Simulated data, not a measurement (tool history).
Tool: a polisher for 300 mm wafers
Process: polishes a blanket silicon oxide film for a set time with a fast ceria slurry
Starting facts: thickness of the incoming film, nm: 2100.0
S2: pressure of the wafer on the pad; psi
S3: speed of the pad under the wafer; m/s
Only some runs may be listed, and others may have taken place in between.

run 1 hour=0.0 | flow_of_slurry_(ml/min)=265 S2=2.6 S3=0.88 polishing_time_(s)=26 | film_removed_(angstrom)=3340.80
run 2 hour=7.4 | flow_of_slurry_(ml/min)=265 S2=2.6 S3=1.00 polishing_time_(s)=26 | film_removed_(angstrom)=3717.70
run 3 hour=10.9 | flow_of_slurry_(ml/min)=245 S2=2.3 S3=0.88 polishing_time_(s)=25 | film_removed_(angstrom)=2822.40
run 4 hour=15.4 | flow_of_slurry_(ml/min)=245 S2=2.3 S3=1.02 polishing_time_(s)=25 | film_removed_(angstrom)=3252.00
run 5 hour=24.1 | flow_of_slurry_(ml/min)=290 S2=2.3 S3=1.02 polishing_time_(s)=25 | film_removed_(angstrom)=3299.50
run 6 hour=29.5 | flow_of_slurry_(ml/min)=360 S2=2.3 S3=1.02 polishing_time_(s)=25 | film_removed_(angstrom)=3426.20
run 7 hour=36.1 | flow_of_slurry_(ml/min)=355 S2=2.1 S3=0.90 polishing_time_(s)=25 | film_removed_(angstrom)=2737.10
run 8 hour=43.3 | flow_of_slurry_(ml/min)=355 S2=2.1 S3=0.90 polishing_time_(s)=25 | film_removed_(angstrom)=2740.40
run 9 hour=48.9 | flow_of_slurry_(ml/min)=355 S2=1.9 S3=0.80 polishing_time_(s)=25 | film_removed_(angstrom)=2216.10
run 10 hour=52.2 | flow_of_slurry_(ml/min)=355 S2=1.8 S3=0.74 polishing_time_(s)=25 | film_removed_(angstrom)=1988.50
run 11 hour=56.8 | flow_of_slurry_(ml/min)=345 S2=1.2 S3=0.50 polishing_time_(s)=24 | film_removed_(angstrom)=891.25
run 12 hour=59.4 | flow_of_slurry_(ml/min)=355 S2=1.3 S3=0.50 polishing_time_(s)=24 | film_removed_(angstrom)=959.00
run 13 hour=60.4 | flow_of_slurry_(ml/min)=390 S2=1.6 S3=0.50 polishing_time_(s)=24 | film_removed_(angstrom)=1160.20
run 14 hour=67.4 | flow_of_slurry_(ml/min)=390 S2=1.6 S3=0.50 polishing_time_(s)=24 | film_removed_(angstrom)=1160.90

Estimate the outcome of run 15 from the log above:
run 15 hour=69.0 | flow_of_slurry_(ml/min)=385 S2=1.4 S3=0.50 polishing_time_(s)=24 | film_removed_(angstrom)=?

Logged for run 15: film removed (angstrom) 1016.50.
